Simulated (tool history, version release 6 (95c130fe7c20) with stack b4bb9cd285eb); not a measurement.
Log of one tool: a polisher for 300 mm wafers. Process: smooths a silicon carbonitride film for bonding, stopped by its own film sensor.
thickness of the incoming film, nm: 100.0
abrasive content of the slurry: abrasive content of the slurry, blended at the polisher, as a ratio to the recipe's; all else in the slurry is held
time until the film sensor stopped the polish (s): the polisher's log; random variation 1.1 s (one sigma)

run,day,flow of slurry (ml/min),pressure of the wafer on the pad (kPa),speed of the pad under the wafer (m/s),abrasive content of the slurry,target thickness at which the film sensor stops the polish (nm),time until the film sensor stopped the polish (s)
1,0.000,235,16.5,0.74,1.00,90,45.732
2,0.117,235,15.9,0.74,1.00,90,49.756
3,0.471,235,15.9,0.56,1.00,90,58.269
4,0.500,235,15.9,0.56,1.20,90,54.985
5,0.783,235,15.9,0.56,1.35,90,52.261
6,1.004,235,15.2,0.56,1.35,90,54.753
7,1.088,235,14.5,0.56,1.35,90,55.007

The next listed run, before its measurement:
8,1.317,235,10.3,0.52,1.35,90,?

{"run 8": {"time until the film sensor stopped the polish (s)": 82.301}}

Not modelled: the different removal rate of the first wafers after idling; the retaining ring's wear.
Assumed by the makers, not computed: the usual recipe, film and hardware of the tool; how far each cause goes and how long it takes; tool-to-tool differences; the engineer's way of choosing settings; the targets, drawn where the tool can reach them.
